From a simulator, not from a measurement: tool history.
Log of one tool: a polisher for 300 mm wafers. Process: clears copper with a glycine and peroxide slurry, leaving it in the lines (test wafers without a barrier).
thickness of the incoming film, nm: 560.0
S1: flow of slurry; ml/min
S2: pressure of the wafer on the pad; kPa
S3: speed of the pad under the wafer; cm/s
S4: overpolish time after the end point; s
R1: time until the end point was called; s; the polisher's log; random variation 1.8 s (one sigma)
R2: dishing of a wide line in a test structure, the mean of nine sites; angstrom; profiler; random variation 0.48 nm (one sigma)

run 1 hour=0.0 | S1=145 S2=20.0 S3=80 S4=15 | R1=127.99 R2=551.21
run 2 hour=7.7 | S1=145 S2=20.0 S3=80 S4=11 | R1=129.45 R2=403.04
run 3 hour=13.2 | S1=170 S2=20.0 S3=80 S4=11 | R1=123.86 R2=418.15
run 4 hour=15.5 | S1=190 S2=20.0 S3=80 S4=11 | R1=121.96 R2=430.04
run 5 hour=18.3 | S1=225 S2=20.0 S3=80 S4=11 | R1=122.22 R2=432.67
run 6 hour=24.6 | S1=225 S2=20.0 S3=80 S4=11 | R1=117.81 R2=440.37
run 7 hour=25.8 | S1=220 S2=17.9 S3=80 S4=9 | R1=130.40 R2=334.65
run 8 hour=32.4 | S1=220 S2=17.9 S3=80 S4=9 | R1=127.67 R2=339.79

Run 9 comes next. What will it give?
run 9 hour=36.8 | S1=220 S2=15.9 S3=80 S4=9 | R1=? R2=?

{"run 9": {"R1": 144.46, "R2": 315.2}}
